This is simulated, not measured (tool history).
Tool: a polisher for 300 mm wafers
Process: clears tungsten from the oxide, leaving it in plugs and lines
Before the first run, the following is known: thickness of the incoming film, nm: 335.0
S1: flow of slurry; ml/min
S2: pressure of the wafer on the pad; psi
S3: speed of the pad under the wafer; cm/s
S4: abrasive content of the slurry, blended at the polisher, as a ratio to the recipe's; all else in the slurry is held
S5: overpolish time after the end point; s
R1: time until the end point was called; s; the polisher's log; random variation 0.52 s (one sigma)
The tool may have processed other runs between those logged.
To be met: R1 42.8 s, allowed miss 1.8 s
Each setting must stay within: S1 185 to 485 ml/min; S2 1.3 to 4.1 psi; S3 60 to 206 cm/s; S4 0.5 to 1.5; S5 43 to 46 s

run	day	S1	S2	S3	S4	S5	R1
1	0	310	2.7	132	1	43	66.454
2	0.129	310	2.7	132	1	46	64.121
3	0.192	310	2.7	102	1	46	81.444
4	0.288	310	2.9	104	1	46	76.038
5	0.346	310	2.9	104	0.9	46	79.722
6	0.562	245	2.9	104	0.9	46	80.946
7	0.908	245	3.1	108	0.9	46	75.585
8	1.079	250	3.3	114	0.9	46	65.785
9	1.138	255	3.4	116	0.9	46	63.415
10	1.404	260	3.5	120	0.9	46	60.319
11	1.512	260	3.6	124	0.9	46	56.448
12	1.738	260	3.7	126	0.9	46	54.952
13	2.008	260	3.8	130	0.9	46	51.306
14	2.188	260	3.8	132	0.9	46	50.379
15	2.55	260	3.8	134	0.9	46	51.113
16	2.762	260	3.8	136	0.9	46	49.703
17	2.954	260	3.8	138	0.9	46	49.734

Next run, 5 choices. One meets every target within its allowed miss, the rest don't. Which?
A	3.146	265	4.1	156	1.05	44	?
B	3.146	320	3.6	148	1	43	?
C	3.146	255	3.6	140	0.85	45	?
D	3.146	260	4	132	1.3	46	?
E	3.146	245	3.5	120	0.9	43	?

move	R1
A	38.797
B	45.615
C	52.031
D	42.756
E	59.882
A: carries the result that was furthest off beyond its target, to the other side
B: gains on the last run, yet a result remains outside its allowed miss
C: moves away from the targets compared with the last run
D: all results land within tolerance of their targets
E: moves away from the targets compared with the last run
So the answer is move D, the one that meets all the targets.
